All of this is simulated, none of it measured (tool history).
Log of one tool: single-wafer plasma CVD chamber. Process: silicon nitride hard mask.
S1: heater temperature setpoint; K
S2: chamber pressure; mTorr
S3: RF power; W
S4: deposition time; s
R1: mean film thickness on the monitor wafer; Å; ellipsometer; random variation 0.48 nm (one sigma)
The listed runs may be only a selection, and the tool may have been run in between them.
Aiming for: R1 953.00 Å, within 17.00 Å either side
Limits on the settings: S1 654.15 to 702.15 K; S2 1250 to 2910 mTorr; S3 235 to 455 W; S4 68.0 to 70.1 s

| run | hour | S1 | S2 | S3 | S4 | R1 |
|---|---|---|---|---|---|---|
| 1 | 0.0 | 678.15 | 2080 | 345 | 68.0 | 883.81 |
| 2 | 1.6 | 672.15 | 2080 | 345 | 68.0 | 876.45 |
| 3 | 7.4 | 672.15 | 2080 | 345 | 68.0 | 873.07 |
| 4 | 13.6 | 672.15 | 2240 | 350 | 68.0 | 895.04 |
|  | 15.3 | capacitance manometer re-zeroed and calibrated |
| 5 | 15.3 | 672.15 | 2360 | 355 | 68.0 | 919.39 |
| 6 | 19.6 | 672.15 | 2430 | 355 | 68.0 | 913.41 |
| 7 | 21.4 | 672.15 | 2430 | 355 | 68.0 | 924.46 |
| 8 | 22.8 | 672.15 | 2490 | 355 | 68.0 | 920.68 |

5 next moves are on the table. One of them brings every result within its allowed miss. Which?
| A | 24.2 | 672.15 | 2860 | 305 | 70.1 | ? |
| B | 24.2 | 681.15 | 2910 | 315 | 70.0 | ? |
| C | 24.2 | 666.15 | 2330 | 370 | 68.9 | ? |
| D | 24.2 | 666.15 | 2540 | 370 | 69.8 | ? |
| E | 24.2 | 668.15 | 2550 | 385 | 70.1 | ? |

| move | R1 |
|---|---|
| A | 903.33 |
| B | 917.19 |
| C | 950.03 |
| D | 978.19 |
| E | 1003.00 |
A: moves away from the targets compared with the last run
B: moves away from the targets compared with the last run
C: in spec on every target
D: the result that was furthest off in the last run now lies on the other side of its target
E: the result that was furthest off in the last run now lies on the other side of its target
Answer: C
